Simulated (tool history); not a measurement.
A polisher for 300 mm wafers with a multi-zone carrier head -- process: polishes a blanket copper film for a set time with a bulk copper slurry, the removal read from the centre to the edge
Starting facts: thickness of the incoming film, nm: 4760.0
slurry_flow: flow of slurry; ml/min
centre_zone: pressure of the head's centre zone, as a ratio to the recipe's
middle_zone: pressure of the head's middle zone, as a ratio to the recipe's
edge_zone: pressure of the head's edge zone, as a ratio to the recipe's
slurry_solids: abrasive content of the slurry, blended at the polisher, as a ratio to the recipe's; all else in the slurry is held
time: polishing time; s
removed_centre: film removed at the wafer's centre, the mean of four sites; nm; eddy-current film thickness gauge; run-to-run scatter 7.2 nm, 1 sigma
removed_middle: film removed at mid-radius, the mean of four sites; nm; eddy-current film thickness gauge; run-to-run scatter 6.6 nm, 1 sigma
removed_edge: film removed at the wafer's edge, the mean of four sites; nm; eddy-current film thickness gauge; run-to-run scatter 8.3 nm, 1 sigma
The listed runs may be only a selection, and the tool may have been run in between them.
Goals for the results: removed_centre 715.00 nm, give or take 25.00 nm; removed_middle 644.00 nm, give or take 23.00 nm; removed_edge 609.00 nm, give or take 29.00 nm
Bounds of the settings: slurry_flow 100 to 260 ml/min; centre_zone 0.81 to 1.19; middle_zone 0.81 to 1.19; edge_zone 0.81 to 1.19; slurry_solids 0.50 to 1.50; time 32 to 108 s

run  hour  slurry_flow  centre_zone  middle_zone  edge_zone  slurry_solids  time  removed_centre  removed_middle  removed_edge
  1   0.0          165         1.00         1.00       1.00           1.00    70          443.55          429.84        462.05
  2   5.5          165         1.00         1.06       1.00           1.00    70          443.62          464.30        452.86
  3  10.7          165         1.00         1.06       1.00           1.15    70          452.03          480.47        461.50
  4  14.1          170         1.02         1.06       1.01           1.20    71          485.28          481.68        479.12
  5  21.2          170         1.02         1.06       1.01           1.10    71          477.42          486.49        468.60
  6  23.4          170         0.94         1.06       1.01           1.10    71          434.89          479.08        470.09
  7  27.8          175         0.96         1.07       1.02           1.15    72          451.56          502.58        486.85
  8  36.7          180         0.99         1.07       1.03           1.20    73          484.44          515.70        496.67
  9  45.1          185         1.01         1.07       1.04           1.25    74          509.82          518.83        512.10
 10  49.4          230         1.11         1.17       1.03           1.50    83          672.82          679.68        620.70
 11  52.7          230         1.12         1.16       1.03           1.50    83          686.00          678.42        620.82
 12  57.2          230         1.13         1.15       1.03           1.50    83          693.24          675.98        616.10

Below are 5 possible settings for the next run. Only one of them brings all results inside the allowed miss of their targets. Which is it?
  A  61.7          225         1.10         1.14       1.06           1.45    88               ?               ?             ?
  B  61.7          185         1.13         1.19       1.03           1.15    91               ?               ?             ?
  C  61.7          255         1.10         1.12       1.16           1.50    86               ?               ?             ?
  D  61.7          165         1.19         1.11       1.02           1.45    87               ?               ?             ?
  E  61.7          235         1.14         1.13       1.09           1.50    80               ?               ?             ?

move  removed_centre  removed_middle  removed_edge
   A          708.01          707.81        637.68
   B          694.13          702.28        607.91
   C          709.08          697.29        658.10
   D          716.23          650.45        598.94
   E          676.24          646.85        592.77
A: its largest miss is bigger than the last run's
B: its largest miss is bigger than the last run's
C: its largest miss is bigger than the last run's
D: every result within its allowed miss
E: brings the result that was furthest off to its target, and leaves another outside
Correct choice: D, which meets every target
